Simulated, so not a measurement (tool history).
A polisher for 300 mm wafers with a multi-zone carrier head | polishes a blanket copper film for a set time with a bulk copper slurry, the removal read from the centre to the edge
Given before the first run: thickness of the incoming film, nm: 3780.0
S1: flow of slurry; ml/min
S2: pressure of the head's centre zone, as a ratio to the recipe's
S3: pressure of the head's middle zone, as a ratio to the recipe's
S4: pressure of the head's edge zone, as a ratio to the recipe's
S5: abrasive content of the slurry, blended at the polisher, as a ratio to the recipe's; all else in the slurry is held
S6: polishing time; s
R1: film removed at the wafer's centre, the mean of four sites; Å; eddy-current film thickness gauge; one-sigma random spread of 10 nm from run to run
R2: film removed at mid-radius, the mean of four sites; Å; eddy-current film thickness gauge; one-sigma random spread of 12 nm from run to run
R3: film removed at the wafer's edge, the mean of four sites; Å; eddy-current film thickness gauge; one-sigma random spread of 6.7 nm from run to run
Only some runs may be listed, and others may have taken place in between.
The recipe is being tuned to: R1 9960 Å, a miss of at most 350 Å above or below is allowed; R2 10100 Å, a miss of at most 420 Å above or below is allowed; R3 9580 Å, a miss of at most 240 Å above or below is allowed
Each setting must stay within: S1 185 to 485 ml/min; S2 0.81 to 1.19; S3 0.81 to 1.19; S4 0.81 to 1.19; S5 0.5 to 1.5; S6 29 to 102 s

run 1 hour=0 | S1=310 S2=1 S3=1 S4=1 S5=1 S6=65 | R1=11600 R2=11388 R3=11925
run 2 hour=3.2 | S1=310 S2=1 S3=1 S4=0.94 S5=1 S6=65 | R1=11308 R2=11498 R3=11651
run 3 hour=7 | S1=310 S2=1.05 S3=1 S4=0.94 S5=1 S6=65 | R1=12078 R2=11552 R3=11583
run 4 hour=10.6 | S1=310 S2=1.05 S3=1 S4=0.94 S5=1.15 S6=65 | R1=12385 R2=11927 R3=11939
run 5 hour=12.9 | S1=310 S2=1.04 S3=1 S4=0.91 S5=1 S6=64 | R1=11828 R2=11324 R3=11422
run 6 hour=13.8 | S1=310 S2=1.04 S3=1.03 S4=0.89 S5=0.9 S6=62 | R1=11280 R2=10966 R3=10729
run 7 hour=16.1 | S1=305 S2=1.03 S3=1.04 S4=0.87 S5=0.8 S6=61 | R1=10611 R2=10556 R3=10157
run 8 hour=17.8 | S1=295 S2=1.02 S3=1.04 S4=0.85 S5=0.75 S6=61 | R1=10272 R2=10469 R3=9919.5
run 9 hour=18.6 | S1=285 S2=1.02 S3=1.03 S4=0.84 S5=0.75 S6=61 | R1=10200 R2=10566 R3=9804.8
run 10 hour=25.6 | S1=285 S2=1.02 S3=1.01 S4=0.84 S5=0.75 S6=61 | R1=10213 R2=10040 R3=9806.4

Exactly one of the 4 candidate moves below puts every result within its allowed miss. Which one?
run A hour=32.6 | S1=275 S2=1.1 S3=1.12 S4=0.81 S5=1 S6=56 | R1=? R2=? R3=?
run B hour=32.6 | S1=340 S2=0.94 S3=0.92 S4=0.9 S5=0.75 S6=63 | R1=? R2=? R3=?
run C hour=32.6 | S1=285 S2=1.03 S3=1.04 S4=0.86 S5=0.85 S6=57 | R1=? R2=? R3=?
run D hour=32.6 | S1=220 S2=0.95 S3=1 S4=0.82 S5=0.7 S6=66 | R1=? R2=? R3=?

move=A R1=10735 R2=10803 R3=9382.9
move=B R1=9934.1 R2=9914.3 R3=10427
move=C R1=9921.8 R2=10018 R3=9415.6
move=D R1=9786.9 R2=10420 R3=10084
A: the worst result of the last run now meets its target, but another is out of spec
B: misses by more than the last run did
C: each result inside its tolerance
D: misses by more than the last run did
Go with C: it meets all targets.
